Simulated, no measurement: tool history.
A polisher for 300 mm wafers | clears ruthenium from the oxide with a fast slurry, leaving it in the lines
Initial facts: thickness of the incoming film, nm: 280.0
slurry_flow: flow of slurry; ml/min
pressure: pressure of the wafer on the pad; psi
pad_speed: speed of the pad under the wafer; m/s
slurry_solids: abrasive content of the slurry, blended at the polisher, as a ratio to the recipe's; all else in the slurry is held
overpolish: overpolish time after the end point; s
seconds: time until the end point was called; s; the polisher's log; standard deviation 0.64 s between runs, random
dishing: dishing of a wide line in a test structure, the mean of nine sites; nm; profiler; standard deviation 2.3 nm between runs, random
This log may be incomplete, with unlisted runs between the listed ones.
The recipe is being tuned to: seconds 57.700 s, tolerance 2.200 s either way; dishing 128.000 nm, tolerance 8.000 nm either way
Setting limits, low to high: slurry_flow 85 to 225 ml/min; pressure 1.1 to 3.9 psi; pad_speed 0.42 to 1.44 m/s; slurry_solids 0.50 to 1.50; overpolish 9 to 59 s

run	hour	slurry_flow	pressure	pad_speed	slurry_solids	overpolish	seconds	dishing
1	0.0	145	2.5	0.92	1.00	30	87.086	73.957
2	4.5	145	2.6	0.92	1.00	31	85.007	80.642
3	10.3	145	2.6	1.06	1.00	31	74.712	89.821
4	18.8	145	2.7	1.06	1.00	31	70.950	93.476
5	21.2	145	2.7	1.06	1.10	31	68.729	93.423
6	28.9	145	2.7	1.06	1.10	42	66.950	115.870
7	34.4	150	2.7	1.06	1.10	42	69.409	119.850
8	36.6	150	2.8	1.06	1.10	42	67.441	119.620
9	44.0	150	2.9	1.06	1.10	42	65.608	127.200

Exactly one of the 5 candidate moves below puts every result within its allowed miss. Which one?
A	51.4	135	2.6	1.36	1.35	43	?	?
B	51.4	140	2.9	1.20	1.10	39	?	?
C	51.4	150	2.9	1.26	1.25	35	?	?
D	51.4	150	3.4	1.12	0.90	50	?	?
E	51.4	110	2.7	1.06	1.15	53	?	?

move	seconds	dishing
A	51.476	144.950
B	56.634	127.930
C	50.778	128.010
D	56.256	150.510
E	70.791	135.220
A: pushes the last run's worst result past its target
B: all results in spec
C: pushes the last run's worst result past its target
D: the furthest-off result lands on target, but another misses its tolerance
E: lands further from the targets than the last run did
Go with B: it meets all targets.
